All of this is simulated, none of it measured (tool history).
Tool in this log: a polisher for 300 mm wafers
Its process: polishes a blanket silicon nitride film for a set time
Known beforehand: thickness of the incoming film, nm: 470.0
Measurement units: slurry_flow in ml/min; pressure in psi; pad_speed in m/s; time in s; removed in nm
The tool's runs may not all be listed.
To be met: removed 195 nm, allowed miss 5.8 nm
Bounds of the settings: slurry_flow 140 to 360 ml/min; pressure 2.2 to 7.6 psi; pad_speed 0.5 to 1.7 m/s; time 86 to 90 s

Run 1, hour 0: slurry_flow 230 ml/min, pressure 4.9 psi, pad_speed 1.1 m/s, time 86 s. Result: removed 231.02 nm.
Run 2, hour 4.9: slurry_flow 230 ml/min, pressure 4.7 psi, pad_speed 1.1 m/s, time 86 s. Result: removed 221.14 nm.
Run 3, hour 6: slurry_flow 230 ml/min, pressure 4.7 psi, pad_speed 0.86 m/s, time 86 s. Result: removed 183.84 nm.
Run 4, hour 14.6: slurry_flow 195 ml/min, pressure 4.7 psi, pad_speed 0.86 m/s, time 86 s. Result: removed 179.4 nm.
Run 5, hour 18.4: slurry_flow 200 ml/min, pressure 4.8 psi, pad_speed 0.86 m/s, time 86 s. Result: removed 184.21 nm.
Run 6, hour 25.5: slurry_flow 205 ml/min, pressure 4.8 psi, pad_speed 0.86 m/s, time 86 s. Result: removed 182.3 nm.
Run 7, hour 34.4: slurry_flow 210 ml/min, pressure 4.8 psi, pad_speed 0.86 m/s, time 86 s. Result: removed 186.36 nm.
Run 8, hour 42.4: slurry_flow 215 ml/min, pressure 4.8 psi, pad_speed 0.86 m/s, time 86 s. Result: removed 184.53 nm.

Below are 5 possible settings for the next run. Only one of them brings all results inside the allowed miss of their targets. Which is it?
Run A, hour 50.4: slurry_flow 170 ml/min, pressure 4.7 psi, pad_speed 0.88 m/s, time 89 s. Result: removed ?.
Run B, hour 50.4: slurry_flow 255 ml/min, pressure 5.2 psi, pad_speed 0.72 m/s, time 86 s. Result: removed ?.
Run C, hour 50.4: slurry_flow 270 ml/min, pressure 5.5 psi, pad_speed 0.8 m/s, time 89 s. Result: removed ?.
Run D, hour 50.4: slurry_flow 235 ml/min, pressure 4.5 psi, pad_speed 0.86 m/s, time 88 s. Result: removed ?.
Run E, hour 50.4: slurry_flow 215 ml/min, pressure 4.8 psi, pad_speed 0.92 m/s, time 86 s. Result: removed ?.

move  removed
   A   184.03
   B   177.82
   C   211.81
   D   179.39
   E   194.36
A: as far off as the last run
B: further off than the last run
C: takes the biggest miss from the last run beyond its target
D: further off than the last run
E: every result within its allowed miss
So the answer is move E, the one that meets all the targets.
